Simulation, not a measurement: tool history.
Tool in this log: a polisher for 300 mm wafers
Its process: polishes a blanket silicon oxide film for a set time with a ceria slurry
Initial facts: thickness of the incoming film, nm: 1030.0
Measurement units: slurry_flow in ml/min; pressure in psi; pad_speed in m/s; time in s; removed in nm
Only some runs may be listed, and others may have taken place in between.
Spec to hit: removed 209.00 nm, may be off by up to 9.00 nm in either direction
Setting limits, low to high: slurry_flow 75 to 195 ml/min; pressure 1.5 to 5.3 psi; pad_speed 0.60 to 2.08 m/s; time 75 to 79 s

run,hour,slurry_flow,pressure,pad_speed,time,removed
1,0.0,125,3.4,1.34,75,553.55
2,4.3,120,3.1,1.26,75,466.51
3,6.0,115,2.9,1.22,75,424.62
4,12.4,115,2.7,1.18,75,385.04
5,15.9,115,2.5,1.14,75,339.42
6,22.0,115,2.4,1.12,75,330.69
7,24.9,115,2.4,1.12,75,321.73
8,25.5,100,1.5,0.88,75,166.54
9,26.7,105,1.5,0.88,75,165.10
10,32.5,110,1.6,0.88,75,175.91
11,36.4,115,1.6,0.88,75,185.35
12,42.5,120,1.6,0.88,75,182.22
13,44.3,125,1.6,0.88,75,182.77
14,48.0,130,1.6,0.88,75,184.59
15,49.8,135,1.6,0.88,75,190.04
16,56.1,140,1.6,0.88,75,189.58

Which single option among these 5 for the next run brings every result within its allowed miss of target? Just one does.
A,62.4,150,1.5,0.80,75,?
B,62.4,140,1.5,0.90,75,?
C,62.4,165,1.5,0.70,75,?
D,62.4,165,1.9,0.76,79,?
E,62.4,145,1.5,0.90,78,?

move,removed
A,163.96
B,180.78
C,147.18
D,207.25
E,189.29
A: further off than the last run
B: further off than the last run
C: further off than the last run
D: every result lands within tolerance
E: no nearer and no further than the last run
D meets every target.
